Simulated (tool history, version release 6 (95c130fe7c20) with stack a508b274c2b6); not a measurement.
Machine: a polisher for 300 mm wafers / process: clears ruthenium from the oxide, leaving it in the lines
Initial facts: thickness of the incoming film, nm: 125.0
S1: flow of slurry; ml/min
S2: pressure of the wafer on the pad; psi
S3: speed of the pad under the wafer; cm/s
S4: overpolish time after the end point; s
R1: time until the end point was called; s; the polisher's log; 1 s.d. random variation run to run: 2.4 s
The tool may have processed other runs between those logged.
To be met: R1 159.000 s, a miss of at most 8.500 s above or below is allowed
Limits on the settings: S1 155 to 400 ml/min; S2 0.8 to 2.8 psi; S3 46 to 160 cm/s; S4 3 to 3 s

run 1 hour=0.0 | S1=255 S2=1.8 S3=102 S4=3 | R1=98.734
run 2 hour=2.6 | S1=255 S2=1.7 S3=102 S4=3 | R1=106.980
run 3 hour=7.6 | S1=255 S2=1.6 S3=102 S4=3 | R1=109.730
run 4 hour=9.9 | S1=295 S2=1.6 S3=102 S4=3 | R1=108.240
run 5 hour=11.7 | S1=295 S2=1.5 S3=102 S4=3 | R1=114.670
run 6 hour=20.1 | S1=295 S2=1.4 S3=102 S4=3 | R1=122.510
run 7 hour=23.0 | S1=295 S2=1.3 S3=102 S4=3 | R1=131.080
-- hour=31.0 head pressure recalibrated
run 8 hour=31.0 | S1=295 S2=0.9 S3=100 S4=3 | R1=219.470
run 9 hour=39.4 | S1=295 S2=0.9 S3=100 S4=3 | R1=211.900
run 10 hour=43.8 | S1=295 S2=1.4 S3=104 S4=3 | R1=139.020

Of the 4 settings listed for the next run, only one would bring every result within its allowed miss of target. Which one?
run A hour=48.2 | S1=290 S2=1.4 S3=124 S4=3 | R1=?
run B hour=48.2 | S1=290 S2=1.6 S3=100 S4=3 | R1=?
run C hour=48.2 | S1=280 S2=1.7 S3=98 S4=3 | R1=?
run D hour=48.2 | S1=295 S2=0.9 S3=140 S4=3 | R1=?

move=A R1=114.950
move=B R1=122.150
move=C R1=117.530
move=D R1=156.820
A: its largest miss is bigger than the last run's
B: its largest miss is bigger than the last run's
C: its largest miss is bigger than the last run's
D: in spec on every target
Move D is the one to make.

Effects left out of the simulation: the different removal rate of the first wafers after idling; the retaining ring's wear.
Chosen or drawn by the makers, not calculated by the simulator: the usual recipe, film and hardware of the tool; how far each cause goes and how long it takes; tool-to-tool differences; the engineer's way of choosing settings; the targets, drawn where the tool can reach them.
